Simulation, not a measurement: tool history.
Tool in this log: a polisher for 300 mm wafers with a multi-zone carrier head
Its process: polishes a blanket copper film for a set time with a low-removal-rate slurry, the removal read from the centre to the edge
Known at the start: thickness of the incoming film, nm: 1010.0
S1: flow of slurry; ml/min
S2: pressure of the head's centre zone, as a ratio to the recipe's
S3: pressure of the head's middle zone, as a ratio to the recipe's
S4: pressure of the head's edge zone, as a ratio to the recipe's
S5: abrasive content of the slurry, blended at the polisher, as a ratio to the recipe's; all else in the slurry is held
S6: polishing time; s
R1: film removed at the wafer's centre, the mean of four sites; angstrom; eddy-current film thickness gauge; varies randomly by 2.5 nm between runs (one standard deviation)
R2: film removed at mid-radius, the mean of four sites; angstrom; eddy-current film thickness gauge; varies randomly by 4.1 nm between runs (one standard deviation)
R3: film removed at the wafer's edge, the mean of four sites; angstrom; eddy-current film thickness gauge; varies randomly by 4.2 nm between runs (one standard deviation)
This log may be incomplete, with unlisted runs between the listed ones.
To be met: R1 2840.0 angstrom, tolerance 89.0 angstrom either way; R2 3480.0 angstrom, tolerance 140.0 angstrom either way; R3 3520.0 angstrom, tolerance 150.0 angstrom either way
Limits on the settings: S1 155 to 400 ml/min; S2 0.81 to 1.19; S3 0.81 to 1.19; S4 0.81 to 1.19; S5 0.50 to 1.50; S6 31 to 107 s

run	day	S1	S2	S3	S4	S5	S6	R1	R2	R3
1	0.000	255	1.00	1.00	1.00	1.00	69	2399.6	2459.8	2450.9
2	0.346	255	0.98	1.01	1.02	1.05	71	2453.0	2559.3	2565.5
3	0.538	290	0.98	1.01	1.02	1.05	71	2511.7	2582.4	2600.3
4	0.592	285	0.96	1.02	1.04	1.10	73	2576.8	2700.7	2754.7
5	0.900	285	0.96	1.07	1.04	1.10	73	2528.2	2824.2	2739.5
6	1.033	285	0.95	1.08	1.06	1.15	74	2582.2	2935.1	2792.3
7	1.096	290	0.93	1.08	1.08	1.20	75	2582.8	3026.1	2926.4
8	1.400	290	0.93	1.08	1.08	1.20	75	2590.6	3010.9	2909.3
9	1.767	295	0.92	1.08	1.10	1.25	76	2577.1	3088.6	3036.5
10	2.054	300	0.92	1.08	1.11	1.30	76	2623.2	3087.6	3052.7
11	2.421	305	0.92	1.08	1.12	1.35	77	2714.0	3203.9	3094.2
12	2.621	305	0.91	1.08	1.13	1.35	78	2671.3	3158.4	3226.7

Exercise: of the 5 proposed moves below, exactly one satisfies all targets within the stated allowed misses. Which move is it?
A	2.821	285	0.89	1.11	1.18	1.45	82	?	?	?
B	2.821	365	1.00	1.00	1.15	1.45	67	?	?	?
C	2.821	265	0.97	1.11	1.16	1.25	76	?	?	?
D	2.821	335	1.06	1.15	1.14	1.15	72	?	?	?
E	2.821	345	0.96	1.17	1.07	1.50	72	?	?	?

move	R1	R2	R3
A	2859.1	3505.1	3543.9
B	2695.4	2682.4	2913.6
C	2767.5	3112.2	3125.9
D	2887.7	3051.5	2929.2
E	2789.7	3306.9	3023.9
A: hits every target within its allowed miss
B: its largest miss is bigger than the last run's
C: its largest miss is bigger than the last run's
D: its largest miss is bigger than the last run's
E: its largest miss is bigger than the last run's
A meets every target.
